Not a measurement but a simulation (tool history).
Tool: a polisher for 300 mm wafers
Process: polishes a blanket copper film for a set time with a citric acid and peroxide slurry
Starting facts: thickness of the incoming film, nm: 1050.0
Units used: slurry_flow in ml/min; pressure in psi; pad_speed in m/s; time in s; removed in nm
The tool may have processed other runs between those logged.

run 1 hour=0.0 | slurry_flow=190 pressure=3.1 pad_speed=0.78 slurry_solids=1.0 time=97 | removed=169.69
run 2 hour=6.6 | slurry_flow=190 pressure=2.8 pad_speed=0.78 slurry_solids=1.0 time=97 | removed=150.48
run 3 hour=11.7 | slurry_flow=165 pressure=2.8 pad_speed=0.78 slurry_solids=1.0 time=97 | removed=152.50
run 4 hour=15.4 | slurry_flow=165 pressure=2.7 pad_speed=0.78 slurry_solids=1.0 time=97 | removed=143.69
-- hour=17.6 slurry nozzle cleaned
run 5 hour=17.6 | slurry_flow=165 pressure=2.6 pad_speed=0.78 slurry_solids=1.0 time=97 | removed=143.53
run 6 hour=26.5 | slurry_flow=165 pressure=2.5 pad_speed=0.78 slurry_solids=1.0 time=97 | removed=138.90
run 7 hour=29.8 | slurry_flow=165 pressure=2.4 pad_speed=0.78 slurry_solids=1.0 time=97 | removed=134.73
run 8 hour=35.5 | slurry_flow=165 pressure=2.3 pad_speed=0.78 slurry_solids=1.0 time=97 | removed=128.43

Forecast run 9:
run 9 hour=38.9 | slurry_flow=165 pressure=2.2 pad_speed=0.78 slurry_solids=1.0 time=97 | removed=?

removed: 121.56 nm

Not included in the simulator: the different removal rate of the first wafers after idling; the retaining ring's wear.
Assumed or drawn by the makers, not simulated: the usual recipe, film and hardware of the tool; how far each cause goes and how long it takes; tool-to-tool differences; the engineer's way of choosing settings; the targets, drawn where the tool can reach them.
